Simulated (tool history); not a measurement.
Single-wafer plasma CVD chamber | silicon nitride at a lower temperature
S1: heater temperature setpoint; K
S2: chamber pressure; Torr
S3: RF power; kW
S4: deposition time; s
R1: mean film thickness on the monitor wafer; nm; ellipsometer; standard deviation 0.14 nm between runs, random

run 1 hour=0 | S1=638.15 S2=1.69 S3=0.255 S4=33.6 | R1=36.853
run 2 hour=6.6 | S1=638.15 S2=1.69 S3=0.225 S4=33.6 | R1=33.374
run 3 hour=8 | S1=638.15 S2=1.69 S3=0.25 S4=33.6 | R1=36.426
run 4 hour=14.7 | S1=638.15 S2=1.75 S3=0.25 S4=33.6 | R1=36.543
run 5 hour=18.5 | S1=649.15 S2=1.75 S3=0.25 S4=33.6 | R1=36.506
run 6 hour=26.6 | S1=649.15 S2=1.81 S3=0.25 S4=33.6 | R1=36.841
run 7 hour=28.2 | S1=649.15 S2=1.86 S3=0.25 S4=33.6 | R1=37.235

What does the tool deliver on the next run?
run 8 hour=29.1 | S1=649.15 S2=1.91 S3=0.25 S4=33.6 | R1=?

Run 8 produced R1 37.362 nm.
